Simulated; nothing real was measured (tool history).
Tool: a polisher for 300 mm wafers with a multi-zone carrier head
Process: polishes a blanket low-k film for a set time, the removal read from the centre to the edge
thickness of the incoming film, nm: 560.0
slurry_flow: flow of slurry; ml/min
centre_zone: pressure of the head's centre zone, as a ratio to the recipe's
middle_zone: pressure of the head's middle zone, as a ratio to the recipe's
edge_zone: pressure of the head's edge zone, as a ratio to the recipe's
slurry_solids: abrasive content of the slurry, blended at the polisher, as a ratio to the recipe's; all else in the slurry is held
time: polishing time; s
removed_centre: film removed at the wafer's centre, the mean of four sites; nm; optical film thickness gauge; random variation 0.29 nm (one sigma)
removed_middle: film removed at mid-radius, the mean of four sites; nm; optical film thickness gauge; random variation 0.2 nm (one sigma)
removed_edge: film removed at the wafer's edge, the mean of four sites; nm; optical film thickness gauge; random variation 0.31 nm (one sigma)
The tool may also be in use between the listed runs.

Run 1, hour 0: slurry_flow 265 ml/min, centre_zone 1, middle_zone 1, edge_zone 1, slurry_solids 1, time 72 s. Result: removed_centre 31.738 nm, removed_middle 34.338 nm, removed_edge 33.994 nm.
Run 2, hour 8.5: slurry_flow 260 ml/min, centre_zone 0.98, middle_zone 0.97, edge_zone 0.97, slurry_solids 0.85, time 71 s. Result: removed_centre 28.435 nm, removed_middle 30.846 nm, removed_edge 30.846 nm.
Run 3, hour 12.4: slurry_flow 260 ml/min, centre_zone 0.96, middle_zone 0.95, edge_zone 0.94, slurry_solids 0.75, time 70 s. Result: removed_centre 25.158 nm, removed_middle 27.243 nm, removed_edge 27.058 nm.
Run 4, hour 18.2: slurry_flow 260 ml/min, centre_zone 0.96, middle_zone 0.95, edge_zone 0.94, slurry_solids 0.9, time 70 s. Result: removed_centre 28.616 nm, removed_middle 30.486 nm, removed_edge 30.557 nm.
Run 5, hour 23.2: slurry_flow 320 ml/min, centre_zone 0.96, middle_zone 0.95, edge_zone 0.94, slurry_solids 0.9, time 70 s. Result: removed_centre 28.374 nm, removed_middle 31.51 nm, removed_edge 31.613 nm.
Run 6, hour 28: slurry_flow 320 ml/min, centre_zone 0.96, middle_zone 0.95, edge_zone 1, slurry_solids 0.9, time 70 s. Result: removed_centre 29.158 nm, removed_middle 31.404 nm, removed_edge 32.369 nm.
Run 7, hour 34.4: slurry_flow 300 ml/min, centre_zone 0.94, middle_zone 0.93, edge_zone 0.96, slurry_solids 0.8, time 70 s. Result: removed_centre 26.535 nm, removed_middle 28.196 nm, removed_edge 29.487 nm.
Run 8, hour 37.3: slurry_flow 285 ml/min, centre_zone 0.92, middle_zone 0.92, edge_zone 0.92, slurry_solids 0.75, time 70 s. Result: removed_centre 25.31 nm, removed_middle 27.294 nm, removed_edge 28.698 nm.
Run 9, hour 38.5: slurry_flow 275 ml/min, centre_zone 0.92, middle_zone 0.92, edge_zone 0.91, slurry_solids 0.7, time 70 s. Result: removed_centre 24.346 nm, removed_middle 25.901 nm, removed_edge 26.87 nm.
Run 10, hour 44.6: slurry_flow 265 ml/min, centre_zone 0.91, middle_zone 0.92, edge_zone 0.89, slurry_solids 0.7, time 70 s. Result: removed_centre 24.144 nm, removed_middle 25.881 nm, removed_edge 25.903 nm.

The next listed run, before its measurement:
Run 11, hour 50.2: slurry_flow 255 ml/min, centre_zone 0.89, middle_zone 0.91, edge_zone 0.89, slurry_solids 0.7, time 70 s. Result: removed_centre ?, removed_middle ?, removed_edge ?.

{"run 11": {"removed_centre": 23.909, "removed_middle": 25.738, "removed_edge": 26.401}}
